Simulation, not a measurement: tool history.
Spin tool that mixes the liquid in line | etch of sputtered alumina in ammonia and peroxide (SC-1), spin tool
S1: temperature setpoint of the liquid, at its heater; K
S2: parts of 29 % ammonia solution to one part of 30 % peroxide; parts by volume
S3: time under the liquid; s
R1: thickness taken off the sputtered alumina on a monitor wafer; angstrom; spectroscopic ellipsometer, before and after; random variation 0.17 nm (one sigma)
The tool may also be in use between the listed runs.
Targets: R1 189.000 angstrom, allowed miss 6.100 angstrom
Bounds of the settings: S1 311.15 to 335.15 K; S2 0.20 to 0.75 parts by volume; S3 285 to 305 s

| run | hour | S1 | S2 | S3 | R1 |
|---|---|---|---|---|---|
| 1 | 0.0 | 319.15 | 0.45 | 285 | 96.268 |
| 2 | 8.4 | 321.15 | 0.45 | 285 | 106.360 |
| 3 | 14.3 | 322.65 | 0.45 | 285 | 117.300 |
| 4 | 18.2 | 322.65 | 0.30 | 285 | 112.890 |
| 5 | 18.8 | 326.65 | 0.30 | 285 | 139.710 |
| 6 | 20.2 | 323.65 | 0.30 | 285 | 119.970 |
| 7 | 26.3 | 325.15 | 0.30 | 285 | 129.790 |
| 8 | 34.0 | 326.15 | 0.30 | 285 | 135.860 |
| 9 | 35.0 | 326.15 | 0.30 | 285 | 137.080 |
| 10 | 39.6 | 327.15 | 0.30 | 285 | 141.740 |
| 11 | 46.7 | 328.15 | 0.30 | 285 | 153.080 |
| 12 | 48.6 | 328.65 | 0.30 | 285 | 158.250 |

Which of these 4 next moves meets every target?
| A | 50.5 | 330.65 | 0.30 | 285 | ? |
| B | 50.5 | 329.65 | 0.30 | 300 | ? |
| C | 50.5 | 324.15 | 0.35 | 300 | ? |
| D | 50.5 | 331.65 | 0.20 | 305 | ? |

| move | R1 |
|---|---|
| A | 173.480 |
| B | 173.280 |
| C | 130.940 |
| D | 188.190 |
A: nearer than the last run, and not there yet
B: nearer than the last run, and not there yet
C: further off than the last run
D: meets every target
Move D is the one to make.
